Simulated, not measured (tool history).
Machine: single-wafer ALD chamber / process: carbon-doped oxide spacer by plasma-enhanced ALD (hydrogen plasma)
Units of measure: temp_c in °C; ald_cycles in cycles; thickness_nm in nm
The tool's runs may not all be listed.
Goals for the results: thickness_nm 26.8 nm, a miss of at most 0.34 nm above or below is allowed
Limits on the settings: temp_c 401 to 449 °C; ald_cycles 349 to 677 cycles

{"run": 1, "day": 0.0, "temp_c": 425, "ald_cycles": 513, "thickness_nm": 25.054}
{"run": 2, "day": 0.196, "temp_c": 425, "ald_cycles": 469, "thickness_nm": 22.915}
{"run": 3, "day": 0.433, "temp_c": 423, "ald_cycles": 475, "thickness_nm": 23.221}
{"run": 4, "day": 0.658, "temp_c": 423, "ald_cycles": 535, "thickness_nm": 26.344}
{"run": 5, "day": 0.738, "temp_c": 423, "ald_cycles": 595, "thickness_nm": 29.188}
{"run": 6, "day": 0.838, "temp_c": 425, "ald_cycles": 593, "thickness_nm": 28.863}
{"run": 7, "day": 1.129, "temp_c": 427, "ald_cycles": 592, "thickness_nm": 28.663}
{"run": 8, "day": 1.492, "temp_c": 429, "ald_cycles": 591, "thickness_nm": 28.424}
{"run": 9, "day": 1.858, "temp_c": 431, "ald_cycles": 590, "thickness_nm": 27.988}

5 next moves are on the table. One of them brings every result within its allowed miss. Which?
{"run": "A", "day": 2.225, "temp_c": 439, "ald_cycles": 577, "thickness_nm": "?"}
{"run": "B", "day": 2.225, "temp_c": 429, "ald_cycles": 578, "thickness_nm": "?"}
{"run": "C", "day": 2.225, "temp_c": 429, "ald_cycles": 543, "thickness_nm": "?"}
{"run": "D", "day": 2.225, "temp_c": 436, "ald_cycles": 594, "thickness_nm": "?"}
{"run": "E", "day": 2.225, "temp_c": 442, "ald_cycles": 599, "thickness_nm": "?"}

move=A thickness_nm=26.691
move=B thickness_nm=27.78
move=C thickness_nm=26.098
move=D thickness_nm=27.799
move=E thickness_nm=27.384
A: hits every target within its allowed miss
B: closer than the last run, but not yet in spec
C: moves the result that the last run missed by most past its target, out the other side
D: closer than the last run, but not yet in spec
E: closer than the last run, but not yet in spec
The move that meets every target is A.
